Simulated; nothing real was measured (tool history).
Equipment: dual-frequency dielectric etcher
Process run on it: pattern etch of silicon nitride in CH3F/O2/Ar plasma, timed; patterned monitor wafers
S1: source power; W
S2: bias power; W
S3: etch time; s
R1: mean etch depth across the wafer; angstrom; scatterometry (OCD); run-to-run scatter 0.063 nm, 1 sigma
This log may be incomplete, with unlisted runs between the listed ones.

| run | day | S1 | S2 | S3 | R1 |
|---|---|---|---|---|---|
| 1 | 0.000 | 320 | 74 | 30.0 | 197.49 |
| 2 | 0.096 | 280 | 65 | 29.0 | 165.32 |
| 3 | 0.121 | 250 | 60 | 29.0 | 149.12 |
| 4 | 0.300 | 230 | 58 | 29.0 | 141.57 |
| 5 | 0.362 | 250 | 58 | 29.0 | 147.18 |
| 6 | 0.617 | 200 | 58 | 29.0 | 133.08 |
| 7 | 0.979 | 200 | 56 | 29.0 | 130.10 |

Run 8 is up next; what results do you expect?
| 8 | 1.042 | 200 | 55 | 29.0 | ? |

{"run 8": {"R1": 128.44}}

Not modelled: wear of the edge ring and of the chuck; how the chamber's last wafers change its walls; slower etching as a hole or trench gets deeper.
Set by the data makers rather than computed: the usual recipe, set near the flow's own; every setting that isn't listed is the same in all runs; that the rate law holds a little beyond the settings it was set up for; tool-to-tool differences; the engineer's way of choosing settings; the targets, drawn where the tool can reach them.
